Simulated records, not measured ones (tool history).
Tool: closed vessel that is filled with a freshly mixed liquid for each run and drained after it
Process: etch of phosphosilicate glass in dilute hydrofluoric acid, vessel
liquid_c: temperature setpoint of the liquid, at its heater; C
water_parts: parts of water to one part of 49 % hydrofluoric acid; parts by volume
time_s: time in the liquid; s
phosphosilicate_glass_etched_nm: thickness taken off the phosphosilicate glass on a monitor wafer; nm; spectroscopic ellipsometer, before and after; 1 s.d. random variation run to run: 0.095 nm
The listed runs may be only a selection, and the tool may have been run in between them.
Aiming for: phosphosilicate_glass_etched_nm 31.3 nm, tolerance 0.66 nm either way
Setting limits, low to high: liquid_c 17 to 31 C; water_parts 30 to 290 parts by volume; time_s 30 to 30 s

run    day  liquid_c  water_parts  time_s  phosphosilicate_glass_etched_nm
  1      0        23          160      30                           15.674
  2  0.058        23          110      30                             24.1
  3  0.292      25.5          110      30                           26.569
  4  0.342        26          110      30                           27.064
  5  0.675        26          110      30                           26.985
  6  0.954        26          130      30                           22.434
  7  1.275      26.5          125      30                           23.836
  8  1.642        27          125      30                            24.35
  9  1.725      27.5          125      30                           24.832
     2.025  -- thermometer replaced
 10  2.025        28          125      30                           27.755

Pick the move, out of 5, that brings all results within their allowed miss; only one does.
  A  2.325        29          115      30                                ?
  B  2.325      29.5          140      30                                ?
  C  2.325      27.5          125      30                                ?
  D  2.325        27          135      30                                ?
  E  2.325      25.5          130      30                                ?

move  phosphosilicate_glass_etched_nm
   A                           31.597
   B                           25.573
   C                           27.121
   D                           24.335
   E                           24.023
A: all results land within tolerance of their targets
B: misses by more than the last run did
C: misses by more than the last run did
D: misses by more than the last run did
E: misses by more than the last run did
Answer: A
